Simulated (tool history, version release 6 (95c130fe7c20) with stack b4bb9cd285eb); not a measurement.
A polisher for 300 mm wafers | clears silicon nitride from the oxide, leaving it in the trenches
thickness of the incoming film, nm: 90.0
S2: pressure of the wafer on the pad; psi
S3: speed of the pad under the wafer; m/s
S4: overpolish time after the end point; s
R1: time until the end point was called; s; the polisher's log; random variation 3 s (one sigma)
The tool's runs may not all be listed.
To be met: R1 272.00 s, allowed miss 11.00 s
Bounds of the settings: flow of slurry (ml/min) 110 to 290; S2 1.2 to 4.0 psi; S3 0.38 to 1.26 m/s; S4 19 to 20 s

run 1 day=0.000 | flow_of_slurry_(ml/min)=185 S2=2.6 S3=0.82 S4=19 | R1=157.08
run 2 day=0.192 | flow_of_slurry_(ml/min)=185 S2=2.4 S3=0.82 S4=19 | R1=169.09
run 3 day=0.229 | flow_of_slurry_(ml/min)=185 S2=2.4 S3=0.98 S4=19 | R1=146.52
run 4 day=0.392 | flow_of_slurry_(ml/min)=210 S2=2.4 S3=0.98 S4=19 | R1=142.17
run 5 day=0.558 | flow_of_slurry_(ml/min)=210 S2=2.4 S3=1.10 S4=19 | R1=131.60
run 6 day=0.912 | flow_of_slurry_(ml/min)=255 S2=2.4 S3=1.10 S4=19 | R1=127.49
run 7 day=0.933 | flow_of_slurry_(ml/min)=255 S2=2.2 S3=1.06 S4=19 | R1=142.16
run 8 day=1.308 | flow_of_slurry_(ml/min)=255 S2=2.1 S3=1.02 S4=19 | R1=154.91
run 9 day=1.567 | flow_of_slurry_(ml/min)=255 S2=2.0 S3=1.00 S4=19 | R1=166.49
run 10 day=1.696 | flow_of_slurry_(ml/min)=255 S2=1.9 S3=0.98 S4=19 | R1=176.70
run 11 day=1.933 | flow_of_slurry_(ml/min)=255 S2=1.8 S3=0.96 S4=19 | R1=191.36
run 12 day=2.046 | flow_of_slurry_(ml/min)=255 S2=1.7 S3=0.96 S4=19 | R1=200.42
run 13 day=2.104 | flow_of_slurry_(ml/min)=255 S2=1.6 S3=0.96 S4=19 | R1=210.06
run 14 day=2.183 | flow_of_slurry_(ml/min)=255 S2=1.5 S3=0.96 S4=19 | R1=225.65
run 15 day=2.217 | flow_of_slurry_(ml/min)=250 S2=1.5 S3=0.96 S4=19 | R1=222.16
run 16 day=2.517 | flow_of_slurry_(ml/min)=250 S2=1.2 S3=0.88 S4=19 | R1=298.63

5 next moves are on the table. One of them brings every result within its allowed miss. Which?
run A day=2.817 | flow_of_slurry_(ml/min)=190 S2=1.4 S3=0.86 S4=20 | R1=?
run B day=2.817 | flow_of_slurry_(ml/min)=250 S2=1.2 S3=0.86 S4=19 | R1=?
run C day=2.817 | flow_of_slurry_(ml/min)=290 S2=1.9 S3=0.48 S4=20 | R1=?
run D day=2.817 | flow_of_slurry_(ml/min)=245 S2=1.2 S3=0.82 S4=19 | R1=?
run E day=2.817 | flow_of_slurry_(ml/min)=175 S2=1.4 S3=0.80 S4=20 | R1=?

move=A R1=267.86
move=B R1=299.99
move=C R1=286.43
move=D R1=311.53
move=E R1=285.85
A: meets every target
B: further off than the last run
C: nearer than the last run, and not there yet
D: further off than the last run
E: nearer than the last run, and not there yet
The right move is A.
